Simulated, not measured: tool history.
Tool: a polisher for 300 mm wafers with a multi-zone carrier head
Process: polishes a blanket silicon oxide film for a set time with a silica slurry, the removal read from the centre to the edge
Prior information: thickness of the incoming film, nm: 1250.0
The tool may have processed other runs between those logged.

| run | hour | flow of slurry (ml/min) | pressure of the head's centre zone | pressure of the head's middle zone | pressure of the head's edge zone | abrasive content of the slurry | polishing time (s) | film removed at the wafer's centre (nm) | film removed at mid-radius (nm) | film removed at the wafer's edge (nm) |
|---|---|---|---|---|---|---|---|---|---|---|
| 1 | 0.0 | 215 | 1.00 | 1.00 | 1.00 | 1.00 | 31 | 81.076 | 82.961 | 80.299 |
| 2 | 7.8 | 215 | 0.99 | 1.01 | 1.02 | 1.05 | 31 | 80.826 | 85.610 | 82.478 |
| 3 | 12.2 | 215 | 0.99 | 1.01 | 1.06 | 1.05 | 31 | 82.113 | 83.256 | 84.115 |
| 4 | 18.9 | 215 | 0.98 | 1.02 | 1.07 | 1.10 | 31 | 82.002 | 87.026 | 86.860 |
| 5 | 25.3 | 255 | 0.98 | 1.02 | 1.07 | 1.10 | 31 | 84.062 | 91.571 | 87.231 |
| 6 | 26.8 | 255 | 0.98 | 1.02 | 0.99 | 1.10 | 31 | 82.595 | 85.874 | 85.595 |
| 7 | 31.7 | 255 | 0.97 | 1.03 | 1.00 | 1.15 | 31 | 85.004 | 88.236 | 88.271 |
| 8 | 37.4 | 255 | 0.96 | 1.05 | 1.01 | 1.20 | 31 | 84.199 | 93.451 | 87.735 |
| 9 | 46.2 | 260 | 0.95 | 1.05 | 1.03 | 1.25 | 31 | 86.418 | 98.085 | 90.002 |
| 10 | 53.0 | 265 | 0.94 | 1.04 | 1.04 | 1.25 | 31 | 85.491 | 95.187 | 90.927 |
| 11 | 57.1 | 265 | 0.94 | 1.04 | 1.04 | 1.25 | 31 | 85.789 | 93.154 | 92.026 |
| 12 | 59.8 | 265 | 0.93 | 1.05 | 1.05 | 1.30 | 31 | 86.639 | 98.199 | 93.699 |
| 13 | 66.9 | 265 | 0.92 | 1.05 | 1.06 | 1.30 | 31 | 85.868 | 97.162 | 93.371 |
| 14 | 74.0 | 265 | 0.91 | 1.05 | 1.07 | 1.30 | 31 | 83.682 | 96.370 | 92.734 |
| 15 | 76.7 | 265 | 0.90 | 1.05 | 1.08 | 1.30 | 31 | 82.535 | 96.595 | 95.163 |

Forecast run 16:
| 16 | 80.3 | 265 | 0.90 | 1.05 | 1.09 | 1.30 | 31 | ? | ? | ? |

{"run 16": {"film removed at the wafer's centre (nm)": 83.067, "film removed at mid-radius (nm)": 97.068, "film removed at the wafer's edge (nm)": 95.35}}
